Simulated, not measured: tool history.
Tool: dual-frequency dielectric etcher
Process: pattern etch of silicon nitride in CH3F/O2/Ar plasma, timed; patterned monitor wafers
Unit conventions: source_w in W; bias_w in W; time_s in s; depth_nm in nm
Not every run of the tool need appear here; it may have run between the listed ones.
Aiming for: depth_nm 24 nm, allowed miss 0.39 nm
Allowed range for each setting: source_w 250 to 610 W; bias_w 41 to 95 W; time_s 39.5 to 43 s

| run | day | source_w | bias_w | time_s | depth_nm |
|---|---|---|---|---|---|
| 1 | 0 | 430 | 68 | 43 | 31.955 |
| 2 | 0.354 | 410 | 65 | 43 | 31.005 |
| 3 | 0.45 | 390 | 62 | 43 | 29.707 |
| 4 | 0.696 | 380 | 61 | 43 | 29.168 |
| 5 | 0.812 | 420 | 61 | 43 | 30.722 |
| 6 | 0.904 | 420 | 61 | 39.5 | 28.496 |
| 7 | 1.167 | 400 | 60 | 39.5 | 27.436 |
| 8 | 1.371 | 390 | 60 | 39.5 | 26.853 |
| 9 | 1.4 | 300 | 58 | 39.5 | 23.305 |

Next run, 4 choices. One meets every target within its allowed miss, the rest don't. Which?
| A | 1.429 | 280 | 63 | 40 | ? |
| B | 1.429 | 310 | 46 | 40.5 | ? |
| C | 1.429 | 310 | 63 | 40.5 | ? |
| D | 1.429 | 270 | 69 | 40.5 | ? |

| move | depth_nm |
|---|---|
| A | 23.457 |
| B | 22.919 |
| C | 25.082 |
| D | 23.946 |
A: an improvement on the last run, though not all results are within tolerance
B: lands further from the targets than the last run did
C: carries the result that was furthest off beyond its target, to the other side
D: every result within its allowed miss
Correct choice: D, which meets every target

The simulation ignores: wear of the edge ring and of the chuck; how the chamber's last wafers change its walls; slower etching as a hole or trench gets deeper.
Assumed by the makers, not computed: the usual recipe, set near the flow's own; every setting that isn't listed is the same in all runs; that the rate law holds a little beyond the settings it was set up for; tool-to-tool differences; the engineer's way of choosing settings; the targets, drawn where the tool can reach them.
